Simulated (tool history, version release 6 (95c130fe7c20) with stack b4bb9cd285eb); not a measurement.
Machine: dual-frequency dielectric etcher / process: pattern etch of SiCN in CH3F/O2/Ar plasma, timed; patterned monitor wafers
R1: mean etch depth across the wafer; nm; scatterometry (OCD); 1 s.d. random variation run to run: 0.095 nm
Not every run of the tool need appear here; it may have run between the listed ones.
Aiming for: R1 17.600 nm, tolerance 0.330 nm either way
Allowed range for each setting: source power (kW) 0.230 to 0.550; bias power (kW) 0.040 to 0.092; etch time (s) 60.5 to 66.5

run 1 day=0.000 | source_power_(kW)=0.390 bias_power_(kW)=0.066 etch_time_(s)=66.5 | R1=21.627
run 2 day=0.288 | source_power_(kW)=0.370 bias_power_(kW)=0.065 etch_time_(s)=66.5 | R1=21.084
run 3 day=0.388 | source_power_(kW)=0.360 bias_power_(kW)=0.064 etch_time_(s)=66.5 | R1=20.538
run 4 day=0.417 | source_power_(kW)=0.350 bias_power_(kW)=0.064 etch_time_(s)=66.5 | R1=20.323
run 5 day=0.712 | source_power_(kW)=0.320 bias_power_(kW)=0.064 etch_time_(s)=66.5 | R1=19.696
run 6 day=0.867 | source_power_(kW)=0.320 bias_power_(kW)=0.075 etch_time_(s)=66.5 | R1=20.570
run 7 day=1.067 | source_power_(kW)=0.240 bias_power_(kW)=0.062 etch_time_(s)=63.5 | R1=16.213
run 8 day=1.404 | source_power_(kW)=0.250 bias_power_(kW)=0.062 etch_time_(s)=63.5 | R1=16.464
run 9 day=1.600 | source_power_(kW)=0.270 bias_power_(kW)=0.062 etch_time_(s)=63.5 | R1=17.057

Of the 4 settings listed for the next run, only one would bring every result within its allowed miss of target. Which one?
run A day=1.796 | source_power_(kW)=0.280 bias_power_(kW)=0.075 etch_time_(s)=60.5 | R1=?
run B day=1.796 | source_power_(kW)=0.270 bias_power_(kW)=0.059 etch_time_(s)=60.5 | R1=?
run C day=1.796 | source_power_(kW)=0.280 bias_power_(kW)=0.059 etch_time_(s)=62.5 | R1=?
run D day=1.796 | source_power_(kW)=0.230 bias_power_(kW)=0.073 etch_time_(s)=63.0 | R1=?

move=A R1=17.520
move=B R1=15.977
move=C R1=16.800
move=D R1=16.415
A: all results in spec
B: moves away from the targets compared with the last run
C: moves away from the targets compared with the last run
D: moves away from the targets compared with the last run
Move A is the one to make.

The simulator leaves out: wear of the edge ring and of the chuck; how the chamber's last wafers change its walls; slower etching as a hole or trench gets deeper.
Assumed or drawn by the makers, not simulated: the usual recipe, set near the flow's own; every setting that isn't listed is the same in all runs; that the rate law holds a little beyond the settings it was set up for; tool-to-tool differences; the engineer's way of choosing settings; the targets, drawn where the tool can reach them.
